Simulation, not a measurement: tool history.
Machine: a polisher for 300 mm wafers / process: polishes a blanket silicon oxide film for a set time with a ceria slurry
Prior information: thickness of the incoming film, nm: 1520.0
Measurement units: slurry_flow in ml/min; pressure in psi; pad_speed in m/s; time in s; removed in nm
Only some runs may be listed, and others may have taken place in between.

{"run": 1, "hour": 0.0, "slurry_flow": 290, "pressure": 3.7, "pad_speed": 1.18, "time": 56, "removed": 299.56}
{"run": 2, "hour": 8.4, "slurry_flow": 290, "pressure": 3.9, "pad_speed": 1.18, "time": 56, "removed": 319.18}
{"run": 3, "hour": 15.1, "slurry_flow": 290, "pressure": 3.9, "pad_speed": 1.18, "time": 56, "removed": 315.68}
{"run": 4, "hour": 21.7, "slurry_flow": 290, "pressure": 4, "pad_speed": 1.18, "time": 56, "removed": 314.78}
{"hour": 25.5, "done": "head pressure recalibrated"}
{"run": 5, "hour": 25.5, "slurry_flow": 290, "pressure": 3.4, "pad_speed": 1.18, "time": 56, "removed": 265.45}
{"run": 6, "hour": 33.2, "slurry_flow": 290, "pressure": 3.6, "pad_speed": 1.18, "time": 56, "removed": 274.95}
{"run": 7, "hour": 36.1, "slurry_flow": 290, "pressure": 3.6, "pad_speed": 1.18, "time": 56, "removed": 280.8}

Forecast run 8:
{"run": 8, "hour": 40.4, "slurry_flow": 290, "pressure": 3.8, "pad_speed": 1.18, "time": 56, "removed": "?"}

removed: 290.45 nm

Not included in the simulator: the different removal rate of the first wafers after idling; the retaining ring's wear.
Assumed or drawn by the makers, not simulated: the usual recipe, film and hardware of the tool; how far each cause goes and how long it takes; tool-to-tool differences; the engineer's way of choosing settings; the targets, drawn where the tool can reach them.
